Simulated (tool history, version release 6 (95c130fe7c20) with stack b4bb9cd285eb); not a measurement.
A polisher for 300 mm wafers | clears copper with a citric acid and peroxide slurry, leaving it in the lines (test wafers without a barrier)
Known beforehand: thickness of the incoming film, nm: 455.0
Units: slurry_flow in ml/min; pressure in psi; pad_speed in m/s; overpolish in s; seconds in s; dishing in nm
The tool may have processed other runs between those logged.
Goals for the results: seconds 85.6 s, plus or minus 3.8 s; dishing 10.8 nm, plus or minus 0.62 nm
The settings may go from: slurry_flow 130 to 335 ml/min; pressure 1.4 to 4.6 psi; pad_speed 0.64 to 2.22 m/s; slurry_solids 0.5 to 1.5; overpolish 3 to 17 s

run  hour  slurry_flow  pressure  pad_speed  slurry_solids  overpolish  seconds  dishing
  1     0          215         3       1.42              1           9   158.81    16.67
  2   6.7          215       3.5       1.42              1           9   137.78   18.467
  3   9.4          215       3.5       1.42            0.9           9   139.98   18.389
  4    15          215       3.5       1.42            0.9          12   139.96   23.568
  5  17.2          215       3.5       1.42            0.9          10   140.37   20.378
  6  24.4          195       3.5       1.42            0.9          10   139.52   19.967
  7  32.8          135       4.3        1.6            0.9           6   109.62   16.523
  8  34.2          135       4.3        1.6            0.9           6   111.19   16.282
  9  38.6          135       4.3        1.6            0.9           6   106.98   15.959

Which single option among these 4 for the next run brings every result within its allowed miss of target? Just one does.
  A    43          175       4.6       2.16           0.85           3        ?        ?
  B    43          130       4.6       1.84            1.1           3        ?        ?
  C    43          150         4       1.18           0.85           4        ?        ?
  D    43          135       4.6       2.16              1           3        ?        ?

move  seconds  dishing
   A   77.287   12.199
   B   87.891   10.847
   C   151.45   8.5427
   D   77.187   12.213
A: moves toward the targets from the last run without getting all of them in spec
B: meets every target
C: takes the biggest miss from the last run beyond its target
D: moves toward the targets from the last run without getting all of them in spec
B is the move that brings every result within its allowed miss.
